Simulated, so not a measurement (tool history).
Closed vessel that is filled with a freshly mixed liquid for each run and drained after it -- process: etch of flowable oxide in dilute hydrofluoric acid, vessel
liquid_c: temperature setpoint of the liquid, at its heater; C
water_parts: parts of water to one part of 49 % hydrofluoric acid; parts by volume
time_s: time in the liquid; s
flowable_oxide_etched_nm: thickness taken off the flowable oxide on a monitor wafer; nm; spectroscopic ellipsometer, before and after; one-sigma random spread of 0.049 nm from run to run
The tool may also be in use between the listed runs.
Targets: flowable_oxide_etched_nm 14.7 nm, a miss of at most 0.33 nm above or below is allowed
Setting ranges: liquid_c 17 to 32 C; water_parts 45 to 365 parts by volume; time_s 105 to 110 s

run	hour	liquid_c	water_parts	time_s	flowable_oxide_etched_nm
1	0	24	205	105	19.194
2	8.6	22	205	105	17.824
3	14.3	20.5	205	105	16.882
4	22.5	19.5	205	105	16.251
5	30.8	19	205	105	15.98
6	36.4	19	205	110	16.72
7	44.3	18.5	205	110	16.406
8	49.7	18	205	110	15.983
9	55.4	17.5	205	110	15.826
# hour 61.1: hydrofluoric acid flow meter replaced
10	61.1	17	215	110	16.904

4 candidate next runs follow, results not yet known. Just one meets every target within its allowed miss. Identify it.
A	66.8	20.5	270	105	?
B	66.8	18	240	105	?
C	66.8	17	240	105	?
D	66.8	17	200	110	?

move	flowable_oxide_etched_nm
A	14.039
B	14.771
C	14.209
D	18.515
A: carries the result that was furthest off beyond its target, to the other side
B: meets every target
C: carries the result that was furthest off beyond its target, to the other side
D: the biggest miss grows against the last run
Move B is the one to make.
